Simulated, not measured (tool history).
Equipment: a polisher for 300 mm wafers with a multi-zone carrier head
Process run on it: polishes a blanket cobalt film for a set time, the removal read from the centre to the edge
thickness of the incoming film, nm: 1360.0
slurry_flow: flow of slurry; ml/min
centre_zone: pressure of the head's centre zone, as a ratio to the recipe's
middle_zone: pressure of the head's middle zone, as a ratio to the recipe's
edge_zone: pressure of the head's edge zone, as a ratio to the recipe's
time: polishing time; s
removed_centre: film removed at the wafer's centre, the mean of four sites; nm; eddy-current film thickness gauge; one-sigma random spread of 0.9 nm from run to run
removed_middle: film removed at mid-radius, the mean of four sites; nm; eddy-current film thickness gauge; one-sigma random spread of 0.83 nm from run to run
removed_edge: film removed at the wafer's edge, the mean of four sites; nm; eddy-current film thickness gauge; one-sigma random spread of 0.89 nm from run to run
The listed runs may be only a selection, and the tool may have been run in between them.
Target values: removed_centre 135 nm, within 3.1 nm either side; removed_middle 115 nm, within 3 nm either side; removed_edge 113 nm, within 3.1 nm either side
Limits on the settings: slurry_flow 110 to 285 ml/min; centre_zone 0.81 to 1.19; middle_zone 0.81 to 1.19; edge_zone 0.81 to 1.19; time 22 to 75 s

run 1 day=0 | slurry_flow=180 centre_zone=1 middle_zone=1 edge_zone=1 time=48 | removed_centre=175.94 removed_middle=180.09 removed_edge=179.72
run 2 day=0.092 | slurry_flow=180 centre_zone=1.09 middle_zone=1 edge_zone=1 time=48 | removed_centre=194.57 removed_middle=184.25 removed_edge=175.36
run 3 day=0.358 | slurry_flow=175 centre_zone=1.09 middle_zone=0.96 edge_zone=0.95 time=42 | removed_centre=166.53 removed_middle=154.37 removed_edge=150.64
run 4 day=0.542 | slurry_flow=170 centre_zone=1.11 middle_zone=0.94 edge_zone=0.91 time=39 | removed_centre=157.38 removed_middle=139.16 removed_edge=134.27
run 5 day=0.804 | slurry_flow=160 centre_zone=1.1 middle_zone=0.92 edge_zone=0.88 time=38 | removed_centre=148 removed_middle=131.45 removed_edge=131.85
run 6 day=1.071 | slurry_flow=160 centre_zone=1.1 middle_zone=0.92 edge_zone=0.88 time=46 | removed_centre=181.82 removed_middle=159.63 removed_edge=158.75
run 7 day=1.392 | slurry_flow=175 centre_zone=1.1 middle_zone=0.91 edge_zone=0.87 time=41 | removed_centre=164.31 removed_middle=143.27 removed_edge=143.43
run 8 day=1.496 | slurry_flow=160 centre_zone=1.11 middle_zone=0.91 edge_zone=0.85 time=39 | removed_centre=156.66 removed_middle=133.69 removed_edge=132.08
run 9 day=1.642 | slurry_flow=150 centre_zone=1.11 middle_zone=0.91 edge_zone=0.84 time=37 | removed_centre=145.31 removed_middle=123.13 removed_edge=123.18
run 10 day=1.725 | slurry_flow=140 centre_zone=1.11 middle_zone=0.92 edge_zone=0.83 time=37 | removed_centre=142 removed_middle=125.63 removed_edge=121.73
run 11 day=2.096 | slurry_flow=125 centre_zone=1.13 middle_zone=0.89 edge_zone=0.81 time=34 | removed_centre=128.63 removed_middle=108.09 removed_edge=109.56
run 12 day=2.4 | slurry_flow=135 centre_zone=1.13 middle_zone=0.9 edge_zone=0.81 time=34 | removed_centre=131.64 removed_middle=112.25 removed_edge=110.41

Pick the move, out of 5, that brings all results within their allowed miss; only one does.
run A day=2.704 | slurry_flow=120 centre_zone=1.15 middle_zone=0.85 edge_zone=0.81 time=36 | removed_centre=? removed_middle=? removed_edge=?
run B day=2.704 | slurry_flow=130 centre_zone=1.17 middle_zone=0.93 edge_zone=0.93 time=32 | removed_centre=? removed_middle=? removed_edge=?
run C day=2.704 | slurry_flow=175 centre_zone=1.17 middle_zone=1.01 edge_zone=0.81 time=32 | removed_centre=? removed_middle=? removed_edge=?
run D day=2.704 | slurry_flow=130 centre_zone=1.14 middle_zone=0.91 edge_zone=0.82 time=35 | removed_centre=? removed_middle=? removed_edge=?
run E day=2.704 | slurry_flow=140 centre_zone=1.13 middle_zone=0.83 edge_zone=0.86 time=34 | removed_centre=? removed_middle=? removed_edge=?

move=A removed_centre=137.03 removed_middle=109.55 removed_edge=114.87
move=B removed_centre=127.13 removed_middle=106.74 removed_edge=109.53
move=C removed_centre=136.86 removed_middle=121.64 removed_edge=108.41
move=D removed_centre=135.44 removed_middle=114.8 removed_edge=113.86
move=E removed_centre=133.09 removed_middle=105.78 removed_edge=114.32
A: the furthest-off result lands on target, but another misses its tolerance
B: further off than the last run
C: the furthest-off result lands on target, but another misses its tolerance
D: all results in spec
E: the furthest-off result lands on target, but another misses its tolerance
Move D is the one to make.
